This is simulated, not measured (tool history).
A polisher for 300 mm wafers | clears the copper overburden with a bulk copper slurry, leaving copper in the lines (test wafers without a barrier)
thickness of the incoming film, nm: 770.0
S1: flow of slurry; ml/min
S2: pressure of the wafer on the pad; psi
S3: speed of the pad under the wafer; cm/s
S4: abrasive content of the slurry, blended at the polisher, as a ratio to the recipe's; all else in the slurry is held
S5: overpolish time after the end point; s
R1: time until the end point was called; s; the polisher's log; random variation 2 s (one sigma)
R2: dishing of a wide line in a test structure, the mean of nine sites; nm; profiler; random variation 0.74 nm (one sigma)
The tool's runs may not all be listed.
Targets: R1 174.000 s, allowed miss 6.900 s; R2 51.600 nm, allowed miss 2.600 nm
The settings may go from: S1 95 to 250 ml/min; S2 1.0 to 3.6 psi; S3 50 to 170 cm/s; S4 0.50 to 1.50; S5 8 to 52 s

Run 1, day 0.000: S1 160 ml/min, S2 2.3 psi, S3 110 cm/s, S4 1.00, S5 26 s. Result: R1 89.362 s, R2 88.426 nm.
Run 2, day 0.083: S1 160 ml/min, S2 2.0 psi, S3 108 cm/s, S4 1.00, S5 23 s. Result: R1 103.170 s, R2 74.635 nm.
Run 3, day 0.396: S1 160 ml/min, S2 1.7 psi, S3 106 cm/s, S4 1.00, S5 23 s. Result: R1 125.890 s, R2 66.938 nm.
Run 4, day 0.458: S1 160 ml/min, S2 1.7 psi, S3 106 cm/s, S4 1.10, S5 23 s. Result: R1 120.650 s, R2 67.940 nm.
Run 5, day 0.500: S1 160 ml/min, S2 1.7 psi, S3 106 cm/s, S4 1.10, S5 15 s. Result: R1 120.670 s, R2 51.305 nm.
Run 6, day 0.562: S1 155 ml/min, S2 1.6 psi, S3 106 cm/s, S4 1.05, S5 16 s. Result: R1 130.360 s, R2 51.107 nm.
Run 7, day 0.808: S1 150 ml/min, S2 1.5 psi, S3 106 cm/s, S4 1.05, S5 18 s. Result: R1 143.050 s, R2 52.700 nm.
Run 8, day 0.979: S1 140 ml/min, S2 1.5 psi, S3 106 cm/s, S4 1.05, S5 19 s. Result: R1 141.770 s, R2 53.392 nm.
Run 9, day 1.179: S1 135 ml/min, S2 1.4 psi, S3 106 cm/s, S4 1.05, S5 20 s. Result: R1 154.630 s, R2 51.409 nm.
At day 1.421: slurry nozzle cleaned.
Run 10, day 1.421: S1 130 ml/min, S2 1.4 psi, S3 106 cm/s, S4 1.05, S5 21 s. Result: R1 148.000 s, R2 56.362 nm.
Run 11, day 1.738: S1 130 ml/min, S2 1.3 psi, S3 106 cm/s, S4 1.05, S5 21 s. Result: R1 158.960 s, R2 52.221 nm.
Run 12, day 2.108: S1 125 ml/min, S2 1.3 psi, S3 106 cm/s, S4 1.05, S5 21 s. Result: R1 157.450 s, R2 51.418 nm.
Run 13, day 2.346: S1 120 ml/min, S2 1.3 psi, S3 106 cm/s, S4 1.05, S5 22 s. Result: R1 160.310 s, R2 53.628 nm.

5 next moves are on the table. One of them brings every result within its allowed miss. Which?
Run A, day 2.583: S1 125 ml/min, S2 1.2 psi, S3 106 cm/s, S4 1.10, S5 27 s. Result: R1 ?, R2 ?.
Run B, day 2.583: S1 110 ml/min, S2 1.4 psi, S3 96 cm/s, S4 0.95, S5 22 s. Result: R1 ?, R2 ?.
Run C, day 2.583: S1 125 ml/min, S2 1.2 psi, S3 94 cm/s, S4 1.20, S5 21 s. Result: R1 ?, R2 ?.
Run D, day 2.583: S1 125 ml/min, S2 1.5 psi, S3 94 cm/s, S4 0.95, S5 20 s. Result: R1 ?, R2 ?.
Run E, day 2.583: S1 125 ml/min, S2 1.4 psi, S3 112 cm/s, S4 1.05, S5 17 s. Result: R1 ?, R2 ?.

move       R1      R2
   A  170.770  58.409
   B  174.240  52.112
   C  187.560  47.290
   D  161.190  51.938
   E  141.570  50.431
A: brings the result that was furthest off to its target, and leaves another outside
B: meets every target
C: takes the result that was furthest off past its target
D: nearer than the last run, and not there yet
E: further off than the last run
Answer: B
